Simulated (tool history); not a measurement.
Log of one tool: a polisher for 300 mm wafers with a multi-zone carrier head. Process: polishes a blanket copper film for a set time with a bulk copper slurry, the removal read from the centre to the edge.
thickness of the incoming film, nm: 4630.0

run,hour,flow of slurry (ml/min),pressure of the head's centre zone,pressure of the head's middle zone,pressure of the head's edge zone,abrasive content of the slurry,polishing time (s),film removed at the wafer's centre (angstrom),film removed at mid-radius (angstrom),film removed at the wafer's edge (angstrom)
1,0.0,280,1.00,1.00,1.00,1.00,82,7023.0,7093.3,7100.8
2,2.9,285,0.97,1.03,1.04,1.15,86,7489.4,7693.3,7703.6
3,4.2,285,0.97,1.03,1.00,1.15,86,7279.1,7764.5,7587.9
4,13.1,285,0.93,1.05,1.03,1.25,91,7556.2,8569.5,8317.3
5,21.8,290,0.91,1.07,1.06,1.30,94,7627.1,8978.8,8708.5
6,23.3,290,0.97,1.07,1.06,1.30,94,8099.3,8882.5,8741.8

Estimate the outcome of run 7 from the log above:
7,24.2,295,0.95,1.09,1.08,1.35,96,?,?,?

{"run 7": {"film removed at the wafer's centre (angstrom)": 8168.8, "film removed at mid-radius (angstrom)": 9472.8, "film removed at the wafer's edge (angstrom)": 9150.6}}
